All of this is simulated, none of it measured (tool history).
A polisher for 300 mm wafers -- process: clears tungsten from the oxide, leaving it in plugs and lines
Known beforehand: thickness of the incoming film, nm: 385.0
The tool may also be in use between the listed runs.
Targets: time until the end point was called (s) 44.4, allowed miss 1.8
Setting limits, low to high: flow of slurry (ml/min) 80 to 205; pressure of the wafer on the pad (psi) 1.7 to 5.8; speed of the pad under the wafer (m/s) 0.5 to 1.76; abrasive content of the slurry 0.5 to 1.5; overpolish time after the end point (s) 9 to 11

run,hour,flow of slurry (ml/min),pressure of the wafer on the pad (psi),speed of the pad under the wafer (m/s),abrasive content of the slurry,overpolish time after the end point (s),time until the end point was called (s)
1,0,135,3.7,1.12,1,11,79.021
2,5.4,135,3.7,1.12,1,11,80.055
3,7.7,135,3.7,1.12,1.15,11,76.954
4,11.4,135,3.7,1.12,1,11,79.23
5,15.1,125,3.7,1.12,1,11,80.728
6,17.2,125,3.7,1.12,0.9,11,82.541
7,22.6,130,4,1.12,0.9,11,80.113
8,27.1,130,5,1.44,0.95,11,50.743
9,31.1,130,5.1,1.44,0.95,11,50.287
10,36.6,130,5.2,1.44,0.95,11,48.967
11,40.5,130,5.3,1.44,0.95,11,49.48
12,49.1,130,5.4,1.44,0.95,11,48.899

Which of these 5 next moves meets every target?
A,57.7,105,5.8,1.48,0.8,11,?
B,57.7,105,5.8,1.42,0.85,11,?
C,57.7,135,5.8,1.62,1,9,?
D,57.7,130,5.8,1.56,1,11,?
E,57.7,140,5.8,1.4,1.05,9,?

move,time until the end point was called (s)
A,48.595
B,49.505
C,38.774
D,40.553
E,43.673
A: nearer than the last run, and not there yet
B: lands further from the targets than the last run did
C: carries the result that was furthest off beyond its target, to the other side
D: carries the result that was furthest off beyond its target, to the other side
E: all results in spec
E meets every target.
